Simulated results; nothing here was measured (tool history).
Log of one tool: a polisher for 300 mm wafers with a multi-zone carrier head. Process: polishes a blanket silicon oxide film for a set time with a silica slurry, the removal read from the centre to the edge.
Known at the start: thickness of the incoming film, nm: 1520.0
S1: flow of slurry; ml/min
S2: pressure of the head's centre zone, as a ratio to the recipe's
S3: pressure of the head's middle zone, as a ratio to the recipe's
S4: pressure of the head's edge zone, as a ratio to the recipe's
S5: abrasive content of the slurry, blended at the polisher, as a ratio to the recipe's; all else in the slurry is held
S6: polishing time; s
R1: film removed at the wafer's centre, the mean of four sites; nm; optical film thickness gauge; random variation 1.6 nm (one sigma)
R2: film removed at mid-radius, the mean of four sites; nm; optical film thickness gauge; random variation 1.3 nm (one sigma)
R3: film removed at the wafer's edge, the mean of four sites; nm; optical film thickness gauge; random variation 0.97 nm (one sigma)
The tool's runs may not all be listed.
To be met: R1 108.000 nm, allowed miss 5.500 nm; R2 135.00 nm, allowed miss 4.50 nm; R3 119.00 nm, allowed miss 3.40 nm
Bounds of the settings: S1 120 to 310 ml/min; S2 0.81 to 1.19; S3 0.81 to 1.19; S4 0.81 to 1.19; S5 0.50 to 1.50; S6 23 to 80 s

run  hour   S1    S2    S3    S4    S5  S6       R1      R2      R3
  1   0.0  200  1.00  1.00  1.00  1.00  51  132.050  132.68  135.28
  2   8.9  190  0.97  1.02  0.97  1.00  51  133.120  135.58  135.00
  3  11.6  195  0.94  1.06  0.97  0.90  51  120.940  132.33  125.40
  4  17.0  195  0.94  1.01  0.97  0.90  51  116.750  128.78  127.65
  5  24.5  195  0.94  1.01  1.05  0.90  51  117.050  127.64  131.52
  6  26.2  195  0.92  1.04  1.03  0.90  51  117.230  130.84  131.19
  7  28.3  195  0.90  1.06  1.00  0.90  51  113.700  131.64  129.66
  8  34.8  195  0.90  1.06  1.00  0.90  51  113.030  131.07  127.73
  9  40.0  195  0.89  1.08  0.98  0.90  51  113.080  132.49  123.88
 10  47.6  195  0.88  1.09  0.97  0.90  51  113.450  134.37  125.34
 11  51.7  195  0.87  1.10  0.96  0.90  51  108.910  135.41  126.41
 12  55.6  185  0.91  1.13  0.86  0.85  51  108.980  132.07  114.55

5 next moves are on the table. One of them brings every result within its allowed miss. Which?
  A  59.5  160  0.83  1.19  0.81  0.80  52   ?   ?   ?
  B  59.5  150  0.99  1.14  0.81  0.90  49   ?   ?   ?
  C  59.5  200  0.84  1.09  0.84  0.80  55   ?   ?   ?
  D  59.5  185  0.86  1.16  0.85  0.75  53   ?   ?   ?
  E  59.5  165  1.01  1.16  0.88  0.85  48   ?   ?   ?

move       R1      R2      R3
   A   98.493  135.27  107.89
   B  115.520  130.82  107.76
   C  108.230  138.27  118.19
   D  101.840  132.76  109.62
   E  113.290  127.18  107.12
A: further off than the last run
B: further off than the last run
C: meets every target
D: further off than the last run
E: further off than the last run
The right move is C.

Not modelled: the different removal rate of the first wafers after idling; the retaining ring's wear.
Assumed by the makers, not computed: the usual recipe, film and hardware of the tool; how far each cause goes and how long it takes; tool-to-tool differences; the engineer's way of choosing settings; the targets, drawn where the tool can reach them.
